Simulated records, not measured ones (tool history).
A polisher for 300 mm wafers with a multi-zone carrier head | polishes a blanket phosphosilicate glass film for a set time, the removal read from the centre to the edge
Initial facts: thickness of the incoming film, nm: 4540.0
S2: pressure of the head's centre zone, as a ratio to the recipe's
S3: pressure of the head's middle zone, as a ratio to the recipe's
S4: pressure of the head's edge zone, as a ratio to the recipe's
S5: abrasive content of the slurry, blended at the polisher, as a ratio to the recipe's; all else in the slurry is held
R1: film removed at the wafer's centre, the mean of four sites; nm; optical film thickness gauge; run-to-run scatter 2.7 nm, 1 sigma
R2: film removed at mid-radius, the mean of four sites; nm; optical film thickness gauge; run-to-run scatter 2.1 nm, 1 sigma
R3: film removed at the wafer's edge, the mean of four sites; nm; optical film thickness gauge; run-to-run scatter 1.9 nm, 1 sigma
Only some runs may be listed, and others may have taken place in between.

{"run": 1, "hour": 0.0, "flow of slurry (ml/min)": 190, "S2": 1.0, "S3": 1.0, "S4": 1.0, "S5": 1.0, "polishing time (s)": 43, "R1": 268.65, "R2": 276.5, "R3": 274.1}
{"run": 2, "hour": 6.1, "flow of slurry (ml/min)": 190, "S2": 1.08, "S3": 1.0, "S4": 1.0, "S5": 1.0, "polishing time (s)": 43, "R1": 290.97, "R2": 272.71, "R3": 274.8}
{"run": 3, "hour": 7.0, "flow of slurry (ml/min)": 190, "S2": 1.08, "S3": 1.0, "S4": 1.0, "S5": 1.0, "polishing time (s)": 33, "R1": 223.58, "R2": 210.66, "R3": 211.17}
{"run": 4, "hour": 14.4, "flow of slurry (ml/min)": 190, "S2": 1.08, "S3": 1.0, "S4": 1.0, "S5": 0.9, "polishing time (s)": 33, "R1": 212.72, "R2": 202.02, "R3": 203.44}
{"run": 5, "hour": 16.8, "flow of slurry (ml/min)": 200, "S2": 1.1, "S3": 1.0, "S4": 1.03, "S5": 1.0, "polishing time (s)": 33, "R1": 227.67, "R2": 209.67, "R3": 213.32}
{"run": 6, "hour": 24.4, "flow of slurry (ml/min)": 205, "S2": 1.11, "S3": 1.0, "S4": 1.05, "S5": 1.1, "polishing time (s)": 34, "R1": 247.37, "R2": 225.54, "R3": 232.06}
{"run": 7, "hour": 26.6, "flow of slurry (ml/min)": 255, "S2": 1.19, "S3": 0.99, "S4": 1.11, "S5": 1.35, "polishing time (s)": 34, "R1": 290.32, "R2": 249.7, "R3": 257.83}
{"run": 8, "hour": 31.1, "flow of slurry (ml/min)": 255, "S2": 1.19, "S3": 0.93, "S4": 1.06, "S5": 1.5, "polishing time (s)": 40, "R1": 354.02, "R2": 286.5, "R3": 312.46}
{"run": 9, "hour": 34.3, "flow of slurry (ml/min)": 255, "S2": 1.19, "S3": 0.93, "S4": 1.05, "S5": 1.5, "polishing time (s)": 40, "R1": 357.26, "R2": 286.2, "R3": 312.69}

Forecast run 10:
{"run": 10, "hour": 35.9, "flow of slurry (ml/min)": 250, "S2": 1.19, "S3": 0.93, "S4": 1.04, "S5": 1.5, "polishing time (s)": 40, "R1": "?", "R2": "?", "R3": "?"}

{"run 10": {"R1": 352.82, "R2": 284.78, "R3": 307.77}}

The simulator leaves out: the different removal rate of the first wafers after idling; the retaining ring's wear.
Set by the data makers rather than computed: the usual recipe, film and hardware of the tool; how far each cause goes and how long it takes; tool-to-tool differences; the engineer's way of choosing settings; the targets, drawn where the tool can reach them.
